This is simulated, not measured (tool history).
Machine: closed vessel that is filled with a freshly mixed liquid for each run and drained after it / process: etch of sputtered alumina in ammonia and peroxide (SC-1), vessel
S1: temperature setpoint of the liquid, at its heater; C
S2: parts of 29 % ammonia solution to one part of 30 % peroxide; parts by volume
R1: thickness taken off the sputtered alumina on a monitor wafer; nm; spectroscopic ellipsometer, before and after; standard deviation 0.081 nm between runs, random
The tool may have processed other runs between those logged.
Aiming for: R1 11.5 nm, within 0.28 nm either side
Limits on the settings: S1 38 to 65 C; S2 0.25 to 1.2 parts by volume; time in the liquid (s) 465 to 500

{"run": 1, "hour": 0.0, "S1": 49, "S2": 0.95, "time in the liquid (s)": 465, "R1": 21.171}
{"run": 2, "hour": 6.8, "S1": 49, "S2": 0.95, "time in the liquid (s)": 500, "R1": 22.676}
{"run": 3, "hour": 15.4, "S1": 47, "S2": 0.9, "time in the liquid (s)": 495, "R1": 20.024}
{"run": 4, "hour": 20.4, "S1": 47, "S2": 0.9, "time in the liquid (s)": 465, "R1": 18.851}
{"run": 5, "hour": 21.8, "S1": 45.5, "S2": 0.85, "time in the liquid (s)": 465, "R1": 17.409}
{"run": 6, "hour": 23.2, "S1": 44, "S2": 0.75, "time in the liquid (s)": 465, "R1": 15.568}
{"run": 7, "hour": 28.8, "S1": 43, "S2": 0.75, "time in the liquid (s)": 465, "R1": 14.836}
{"run": 8, "hour": 31.2, "S1": 38, "S2": 0.75, "time in the liquid (s)": 465, "R1": 10.927}

Of the 4 settings listed for the next run, only one would bring every result within its allowed miss of target. Which one?
{"run": "A", "hour": 33.6, "S1": 38, "S2": 0.6, "time in the liquid (s)": 465, "R1": "?"}
{"run": "B", "hour": 33.6, "S1": 38.5, "S2": 0.55, "time in the liquid (s)": 465, "R1": "?"}
{"run": "C", "hour": 33.6, "S1": 38, "S2": 0.7, "time in the liquid (s)": 465, "R1": "?"}
{"run": "D", "hour": 33.6, "S1": 38.5, "S2": 0.6, "time in the liquid (s)": 480, "R1": "?"}

move=A R1=10.73
move=B R1=10.964
move=C R1=10.889
move=D R1=11.412
A: the biggest miss grows against the last run
B: gains on the last run, yet a result remains outside its allowed miss
C: the biggest miss grows against the last run
D: in spec on every target
So the answer is move D, the one that meets all the targets.
